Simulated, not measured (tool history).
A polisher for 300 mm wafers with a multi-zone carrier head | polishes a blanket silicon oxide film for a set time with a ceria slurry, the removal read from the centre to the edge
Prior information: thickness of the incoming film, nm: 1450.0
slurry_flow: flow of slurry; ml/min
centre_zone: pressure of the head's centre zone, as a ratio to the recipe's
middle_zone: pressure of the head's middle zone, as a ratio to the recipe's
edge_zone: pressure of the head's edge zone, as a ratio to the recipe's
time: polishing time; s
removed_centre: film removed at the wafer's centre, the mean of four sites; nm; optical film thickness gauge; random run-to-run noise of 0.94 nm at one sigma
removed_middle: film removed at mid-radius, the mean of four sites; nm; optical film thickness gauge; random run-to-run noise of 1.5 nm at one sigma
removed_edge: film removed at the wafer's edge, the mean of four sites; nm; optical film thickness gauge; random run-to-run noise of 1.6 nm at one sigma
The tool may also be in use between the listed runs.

run 1 hour=0 | slurry_flow=275 centre_zone=1 middle_zone=1 edge_zone=1 time=50 | removed_centre=155.33 removed_middle=159.52 removed_edge=157.78
run 2 hour=5.9 | slurry_flow=275 centre_zone=1.04 middle_zone=1 edge_zone=1 time=50 | removed_centre=160.69 removed_middle=156.29 removed_edge=160.96
run 3 hour=9.2 | slurry_flow=270 centre_zone=1.01 middle_zone=0.97 edge_zone=0.97 time=46 | removed_centre=143.55 removed_middle=140.28 removed_edge=146.21
run 4 hour=15 | slurry_flow=275 centre_zone=1 middle_zone=0.97 edge_zone=0.95 time=43 | removed_centre=132.91 removed_middle=129.25 removed_edge=130.72
run 5 hour=22.7 | slurry_flow=245 centre_zone=1 middle_zone=0.97 edge_zone=0.95 time=43 | removed_centre=132.23 removed_middle=128.72 removed_edge=128.27
run 6 hour=23.5 | slurry_flow=245 centre_zone=1 middle_zone=0.97 edge_zone=0.89 time=43 | removed_centre=133.01 removed_middle=126.93 removed_edge=127.97
run 7 hour=29.8 | slurry_flow=245 centre_zone=1 middle_zone=0.97 edge_zone=0.89 time=43 | removed_centre=130.53 removed_middle=127.89 removed_edge=128.27
-- hour=31.5 slurry nozzle cleaned
run 8 hour=31.5 | slurry_flow=240 centre_zone=0.98 middle_zone=0.96 edge_zone=0.88 time=42 | removed_centre=130.59 removed_middle=133.36 removed_edge=130.16
run 9 hour=34.3 | slurry_flow=240 centre_zone=0.98 middle_zone=0.95 edge_zone=0.89 time=40 | removed_centre=126.18 removed_middle=124.74 removed_edge=125.04

Run 10, settings as shown, results not yet in. Your forecast:
run 10 hour=37.1 | slurry_flow=240 centre_zone=0.97 middle_zone=0.95 edge_zone=0.89 time=38 | removed_centre=? removed_middle=? removed_edge=?

removed_centre: 118.83 nm
removed_middle: 114.77 nm
removed_edge: 116.68 nm
